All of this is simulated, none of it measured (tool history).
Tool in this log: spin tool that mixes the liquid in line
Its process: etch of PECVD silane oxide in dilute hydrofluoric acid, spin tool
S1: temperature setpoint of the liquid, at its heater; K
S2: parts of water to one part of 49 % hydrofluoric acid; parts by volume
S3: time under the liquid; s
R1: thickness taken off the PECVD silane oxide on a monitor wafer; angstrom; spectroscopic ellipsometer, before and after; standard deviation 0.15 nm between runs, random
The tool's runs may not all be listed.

run,hour,S1,S2,S3,R1
1,0.0,294.15,165,95,103.58
2,0.6,294.15,165,105,116.12
3,6.5,295.15,160,105,123.46
4,9.5,295.15,180,105,107.54
5,17.5,295.15,180,105,108.18
6,18.7,295.65,175,105,113.54
7,20.7,296.15,170,105,121.35
8,23.2,296.65,165,105,128.01
9,31.1,297.15,160,105,132.26
10,34.7,297.65,155,105,142.07

Forecast run 11:
11,40.0,298.15,155,105,?

Run 11 gave R1 146.11 angstrom.
